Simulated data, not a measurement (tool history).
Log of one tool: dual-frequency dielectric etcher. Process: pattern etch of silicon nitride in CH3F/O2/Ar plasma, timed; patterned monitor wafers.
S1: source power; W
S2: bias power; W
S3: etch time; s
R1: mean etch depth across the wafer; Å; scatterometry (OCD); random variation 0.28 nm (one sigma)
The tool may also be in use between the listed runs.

run    day   S1  S2     S3      R1
  1  0.000  430  80  107.0  794.32
  2  0.038  400  80  107.0  772.27
  3  0.117  400  80  111.5  811.08
  4  0.262  380  77  111.5  781.94
  5  0.575  380  89  111.5  832.30
  6  0.800  380  97  111.5  872.15
  7  1.096  370  93  111.5  844.15
  8  1.133  280  77  109.5  688.35

Run 9 comes next. What will it give?
  9  1.454  250  67  109.0   ?

Run 9 gave R1 613.50 Å.

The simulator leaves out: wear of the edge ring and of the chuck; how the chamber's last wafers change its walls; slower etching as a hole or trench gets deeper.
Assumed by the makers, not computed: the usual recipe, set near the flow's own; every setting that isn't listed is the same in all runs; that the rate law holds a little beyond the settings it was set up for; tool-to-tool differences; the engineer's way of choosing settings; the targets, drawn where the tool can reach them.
